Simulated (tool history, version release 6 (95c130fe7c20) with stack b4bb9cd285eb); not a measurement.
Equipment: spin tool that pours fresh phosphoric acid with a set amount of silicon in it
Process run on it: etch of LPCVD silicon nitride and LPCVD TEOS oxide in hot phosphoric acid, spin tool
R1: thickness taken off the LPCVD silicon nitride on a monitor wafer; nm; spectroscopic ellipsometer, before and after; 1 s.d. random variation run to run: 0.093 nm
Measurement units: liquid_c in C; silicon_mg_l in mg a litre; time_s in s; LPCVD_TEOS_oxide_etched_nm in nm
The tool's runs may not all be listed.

Run 1, day 0: liquid_c 160 C, silicon_mg_l 9.5 mg a litre, time_s 95 s. Result: R1 8.607 nm, LPCVD_TEOS_oxide_etched_nm 0.34515 nm.
Run 2, day 0.258: liquid_c 160.5 C, silicon_mg_l 10.5 mg a litre, time_s 95 s. Result: R1 8.6377 nm, LPCVD_TEOS_oxide_etched_nm 0.46072 nm.
Run 3, day 0.592: liquid_c 160.5 C, silicon_mg_l 10 mg a litre, time_s 95 s. Result: R1 8.5821 nm, LPCVD_TEOS_oxide_etched_nm 0.40564 nm.
Run 4, day 0.792: liquid_c 162.5 C, silicon_mg_l 10 mg a litre, time_s 95 s. Result: R1 9.1471 nm, LPCVD_TEOS_oxide_etched_nm 0.48662 nm.
Run 5, day 0.933: liquid_c 162.5 C, silicon_mg_l 15 mg a litre, time_s 95 s. Result: R1 9.2768 nm, LPCVD_TEOS_oxide_etched_nm 0.36505 nm.
Run 6, day 1.262: liquid_c 162.5 C, silicon_mg_l 10 mg a litre, time_s 95 s. Result: R1 9.3618 nm, LPCVD_TEOS_oxide_etched_nm 0.44264 nm.
Run 7, day 1.325: liquid_c 162.5 C, silicon_mg_l 11 mg a litre, time_s 95 s. Result: R1 9.2838 nm, LPCVD_TEOS_oxide_etched_nm 0.47182 nm.

For run 8, what comes out?
Run 8, day 1.625: liquid_c 162.5 C, silicon_mg_l 12 mg a litre, time_s 95 s. Result: R1 ?, LPCVD_TEOS_oxide_etched_nm ?.

{"run 8": {"R1": 9.3779, "LPCVD_TEOS_oxide_etched_nm": 0.40136}}
